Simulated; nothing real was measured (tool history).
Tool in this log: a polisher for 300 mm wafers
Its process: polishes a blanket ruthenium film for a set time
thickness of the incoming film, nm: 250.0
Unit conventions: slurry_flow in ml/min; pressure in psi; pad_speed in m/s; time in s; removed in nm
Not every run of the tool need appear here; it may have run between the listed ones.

run    day  slurry_flow  pressure  pad_speed  time  removed
  1  0.000          220       2.4       0.76    43   51.063
  2  0.238          220       2.4       0.64    43   45.781
  3  0.525          220       1.8       0.64    43   34.559
  4  0.717          220       1.8       0.64    43   34.431
  5  1.042          220       2.0       0.64    43   38.169
  6  1.400          260       2.0       0.64    43   39.177
  7  1.608          260       2.2       0.64    43   43.496

Estimate the outcome of run 8 from the log above:
  8  1.654          260       2.2       0.64    43        ?

{"run 8": {"removed": 42.652}}

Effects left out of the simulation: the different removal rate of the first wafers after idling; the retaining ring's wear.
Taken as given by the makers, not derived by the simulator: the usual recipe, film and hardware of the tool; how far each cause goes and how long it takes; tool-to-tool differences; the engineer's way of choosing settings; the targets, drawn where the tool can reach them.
